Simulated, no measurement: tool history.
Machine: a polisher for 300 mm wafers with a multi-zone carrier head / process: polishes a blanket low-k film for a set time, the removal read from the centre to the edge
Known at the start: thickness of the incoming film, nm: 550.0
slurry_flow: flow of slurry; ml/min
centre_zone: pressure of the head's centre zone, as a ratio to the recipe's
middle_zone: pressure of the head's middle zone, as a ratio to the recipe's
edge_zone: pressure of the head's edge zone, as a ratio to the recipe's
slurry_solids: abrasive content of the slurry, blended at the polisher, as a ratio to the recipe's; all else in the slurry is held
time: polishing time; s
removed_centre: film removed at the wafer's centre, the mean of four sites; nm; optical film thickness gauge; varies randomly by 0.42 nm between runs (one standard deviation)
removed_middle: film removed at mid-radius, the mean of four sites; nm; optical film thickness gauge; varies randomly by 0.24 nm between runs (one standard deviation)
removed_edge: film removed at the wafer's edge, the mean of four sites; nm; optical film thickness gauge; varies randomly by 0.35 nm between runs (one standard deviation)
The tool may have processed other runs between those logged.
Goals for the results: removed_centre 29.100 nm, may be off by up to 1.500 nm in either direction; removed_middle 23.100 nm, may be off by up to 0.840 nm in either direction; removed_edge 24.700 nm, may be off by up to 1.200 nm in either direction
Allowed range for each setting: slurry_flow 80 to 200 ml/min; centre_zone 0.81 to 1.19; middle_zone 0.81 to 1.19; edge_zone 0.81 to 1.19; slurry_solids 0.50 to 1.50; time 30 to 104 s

run	hour	slurry_flow	centre_zone	middle_zone	edge_zone	slurry_solids	time	removed_centre	removed_middle	removed_edge
1	0.0	130	1.00	1.00	1.00	1.00	67	38.784	38.786	38.610
2	6.3	130	1.08	1.00	1.00	1.00	67	42.142	38.369	38.819
3	12.7	130	1.08	1.00	1.00	0.85	67	39.558	36.918	36.945
4	21.1	130	1.08	1.00	1.00	0.85	61	36.040	33.590	33.726
5	28.2	130	1.01	1.00	1.00	0.85	61	33.989	33.504	33.080
6	29.6	125	1.03	0.97	0.97	0.80	60	33.056	31.671	31.309
7	33.2	120	1.05	0.94	0.96	0.75	59	32.039	29.487	30.770
8	42.0	120	1.07	0.93	0.94	0.70	57	30.326	27.423	27.905
9	45.2	115	1.08	0.91	0.92	0.70	57	31.063	26.532	26.793
10	50.1	110	1.08	0.90	0.92	0.70	57	29.650	25.990	27.167
11	54.5	105	1.09	0.89	0.91	0.70	57	29.809	24.732	27.093
12	60.9	105	1.09	0.89	0.90	0.70	57	30.025	25.271	26.854
13	68.3	100	1.10	0.88	0.89	0.70	57	29.962	24.360	26.356
14	75.5	100	1.10	0.88	0.88	0.70	57	29.771	24.467	26.509
15	80.4	100	1.11	0.88	0.87	0.70	57	29.690	24.554	25.454
16	84.7	95	1.11	0.88	0.87	0.70	57	29.772	23.942	26.116
17	88.1	95	1.11	0.88	0.86	0.70	57	28.785	24.299	25.860
18	89.0	95	1.12	0.88	0.85	0.70	57	29.680	24.262	25.670
19	97.3	95	1.12	0.88	0.85	0.70	57	30.125	23.735	25.203

Which single option among these 4 for the next run brings every result within its allowed miss of target? Just one does.
A	105.6	85	1.19	0.88	0.85	1.00	53	?	?	?
B	105.6	105	1.19	0.86	0.84	0.65	57	?	?	?
C	105.6	85	1.13	0.94	0.94	0.50	64	?	?	?
D	105.6	120	1.13	0.87	0.90	0.80	49	?	?	?

move	removed_centre	removed_middle	removed_edge
A	31.429	24.492	26.824
B	31.973	24.168	26.179
C	28.760	24.934	27.042
D	29.180	23.335	25.514
A: misses by more than the last run did
B: misses by more than the last run did
C: misses by more than the last run did
D: each result inside its tolerance
Answer: D
